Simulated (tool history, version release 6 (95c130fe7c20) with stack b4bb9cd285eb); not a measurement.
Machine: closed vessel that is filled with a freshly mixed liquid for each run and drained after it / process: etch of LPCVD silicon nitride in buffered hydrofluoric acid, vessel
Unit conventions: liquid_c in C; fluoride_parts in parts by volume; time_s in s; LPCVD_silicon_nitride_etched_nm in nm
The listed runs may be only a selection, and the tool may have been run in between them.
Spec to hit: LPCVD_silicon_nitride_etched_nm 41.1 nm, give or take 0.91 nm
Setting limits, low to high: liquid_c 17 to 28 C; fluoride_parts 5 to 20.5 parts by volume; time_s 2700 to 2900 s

run	hour	liquid_c	fluoride_parts	time_s	LPCVD_silicon_nitride_etched_nm
1	0	20	12.5	2700	24.136
2	3.9	22	12	2700	28.124
3	5.6	23.5	12	2700	30.677
4	12	22	12	2700	28.183
5	15.4	22	12	2700	28.139
6	23.9	25	12	2700	33.223
7	32.5	25.5	12	2700	34.028
8	40.6	26	12	2700	35.114
9	45.7	26.5	12	2700	36.249
10	49.4	27	12	2700	36.979
11	51.3	27.5	11.5	2700	39.718

Exactly one of the 5 candidate moves below puts every result within its allowed miss. Which one?
A	53.2	28	12	2700	?
B	53.2	26.5	10.5	2805	?
C	53.2	27	10.5	2770	?
D	53.2	28	11.5	2890	?
E	53.2	27	11.5	2860	?

move	LPCVD_silicon_nitride_etched_nm
A	38.831
B	42.411
C	43.019
D	43.326
E	40.649
A: lands further from the targets than the last run did
B: moves the result that the last run missed by most past its target, out the other side
C: moves the result that the last run missed by most past its target, out the other side
D: moves the result that the last run missed by most past its target, out the other side
E: all results in spec
The right move is E.
